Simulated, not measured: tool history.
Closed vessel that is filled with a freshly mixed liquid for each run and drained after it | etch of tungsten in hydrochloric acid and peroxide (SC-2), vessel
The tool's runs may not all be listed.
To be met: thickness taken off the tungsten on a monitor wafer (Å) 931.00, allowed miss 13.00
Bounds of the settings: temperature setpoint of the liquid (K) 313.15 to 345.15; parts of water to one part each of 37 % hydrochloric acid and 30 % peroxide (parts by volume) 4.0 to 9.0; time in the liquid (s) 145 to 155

run,hour,temperature setpoint of the liquid (K),parts of water to one part each of 37 % hydrochloric acid and 30 % peroxide (parts by volume),time in the liquid (s),thickness taken off the tungsten on a monitor wafer (Å)
1,0.0,329.15,5.0,145,637.19
2,3.4,329.15,5.0,145,641.48
3,11.5,329.15,6.0,145,560.49
4,14.8,329.15,6.0,145,558.84
5,22.1,326.65,6.0,145,476.65
6,25.2,321.15,6.0,145,330.64
7,32.9,325.15,6.0,145,432.20
8,34.8,328.15,6.0,145,524.31
9,36.2,330.65,6.0,145,615.09
10,40.1,332.15,6.0,145,681.62
11,47.2,337.65,6.0,145,953.00

4 next moves are on the table. One of them brings every result within its allowed miss. Which?
A,54.3,335.65,5.5,155,?
B,54.3,341.15,7.5,145,?
C,54.3,335.65,5.5,150,?
D,54.3,338.15,6.5,150,?

move,thickness taken off the tungsten on a monitor wafer (Å)
A,962.68
B,993.34
C,931.62
D,958.27
A: further off than the last run
B: further off than the last run
C: meets every target
D: further off than the last run
The right move is C.
